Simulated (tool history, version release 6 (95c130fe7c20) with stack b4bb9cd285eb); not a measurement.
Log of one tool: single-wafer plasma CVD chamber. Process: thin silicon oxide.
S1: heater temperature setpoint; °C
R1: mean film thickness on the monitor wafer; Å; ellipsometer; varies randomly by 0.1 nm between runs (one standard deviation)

Run 1, hour 0: S1 390 °C, chamber pressure (Torr) 1.01, RF power (kW) 0.255, deposition time (s) 13.2. Result: R1 281.35 Å.
Run 2, hour 1.8: S1 396 °C, chamber pressure (Torr) 1.01, RF power (kW) 0.255, deposition time (s) 13.2. Result: R1 279.46 Å.
Run 3, hour 7.1: S1 396 °C, chamber pressure (Torr) 1.01, RF power (kW) 0.255, deposition time (s) 13.7. Result: R1 292.75 Å.
Run 4, hour 13.2: S1 396 °C, chamber pressure (Torr) 1.01, RF power (kW) 0.255, deposition time (s) 13.2. Result: R1 281.27 Å.
Run 5, hour 18.4: S1 396 °C, chamber pressure (Torr) 1.01, RF power (kW) 0.255, deposition time (s) 13.2. Result: R1 280.15 Å.
Run 6, hour 22: S1 402 °C, chamber pressure (Torr) 1.01, RF power (kW) 0.255, deposition time (s) 13.2. Result: R1 281.16 Å.
Run 7, hour 28.5: S1 390 °C, chamber pressure (Torr) 0.81, RF power (kW) 0.215, deposition time (s) 13.2. Result: R1 207.21 Å.

What does the tool deliver on the next run?
Run 8, hour 31.4: S1 390 °C, chamber pressure (Torr) 0.75, RF power (kW) 0.215, deposition time (s) 13.2. Result: R1 ?.

{"run 8": {"R1": 188.15}}

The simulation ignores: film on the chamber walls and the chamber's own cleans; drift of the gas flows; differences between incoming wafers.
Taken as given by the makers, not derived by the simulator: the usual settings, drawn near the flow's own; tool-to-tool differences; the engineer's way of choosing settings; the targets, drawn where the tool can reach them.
